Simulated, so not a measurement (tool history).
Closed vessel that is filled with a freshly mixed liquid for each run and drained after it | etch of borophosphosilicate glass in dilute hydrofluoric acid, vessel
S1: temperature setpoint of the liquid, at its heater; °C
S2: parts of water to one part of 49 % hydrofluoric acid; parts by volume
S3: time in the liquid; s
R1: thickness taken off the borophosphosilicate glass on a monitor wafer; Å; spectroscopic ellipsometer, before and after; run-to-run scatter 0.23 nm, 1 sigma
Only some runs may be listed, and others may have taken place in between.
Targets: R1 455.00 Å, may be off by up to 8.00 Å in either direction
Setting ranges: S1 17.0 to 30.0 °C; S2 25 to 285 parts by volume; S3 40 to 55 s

Run 1, hour 0.0: S1 22.0 °C, S2 155 parts by volume, S3 55 s. Result: R1 185.34 Å.
Run 2, hour 7.4: S1 22.0 °C, S2 155 parts by volume, S3 40 s. Result: R1 135.48 Å.
Run 3, hour 11.4: S1 23.0 °C, S2 140 parts by volume, S3 40 s. Result: R1 158.28 Å.
Run 4, hour 12.9: S1 23.0 °C, S2 140 parts by volume, S3 40 s. Result: R1 159.23 Å.
Run 5, hour 17.7: S1 23.5 °C, S2 125 parts by volume, S3 40 s. Result: R1 183.56 Å.
Run 6, hour 21.3: S1 24.0 °C, S2 115 parts by volume, S3 40 s. Result: R1 205.90 Å.
Run 7, hour 22.3: S1 24.5 °C, S2 105 parts by volume, S3 40 s. Result: R1 233.95 Å.
Run 8, hour 26.8: S1 25.0 °C, S2 100 parts by volume, S3 40 s. Result: R1 249.64 Å.
Run 9, hour 28.5: S1 25.5 °C, S2 95 parts by volume, S3 40 s. Result: R1 271.18 Å.
Run 10, hour 31.1: S1 26.0 °C, S2 90 parts by volume, S3 40 s. Result: R1 295.87 Å.
Run 11, hour 32.8: S1 26.5 °C, S2 90 parts by volume, S3 40 s. Result: R1 299.45 Å.

5 candidate next runs follow, results not yet known. Just one meets every target within its allowed miss. Identify it.
Run A, hour 34.5: S1 28.5 °C, S2 95 parts by volume, S3 55 s. Result: R1 ?.
Run B, hour 34.5: S1 27.5 °C, S2 85 parts by volume, S3 55 s. Result: R1 ?.
Run C, hour 34.5: S1 28.0 °C, S2 90 parts by volume, S3 55 s. Result: R1 ?.
Run D, hour 34.5: S1 25.5 °C, S2 110 parts by volume, S3 40 s. Result: R1 ?.
Run E, hour 34.5: S1 20.5 °C, S2 85 parts by volume, S3 40 s. Result: R1 ?.

move      R1
   A  420.35
   B  458.29
   C  438.28
   D  230.65
   E  251.79
A: better than the last run, though not everything is in spec
B: all results land within tolerance of their targets
C: better than the last run, though not everything is in spec
D: its largest miss is bigger than the last run's
E: its largest miss is bigger than the last run's
B meets every target.
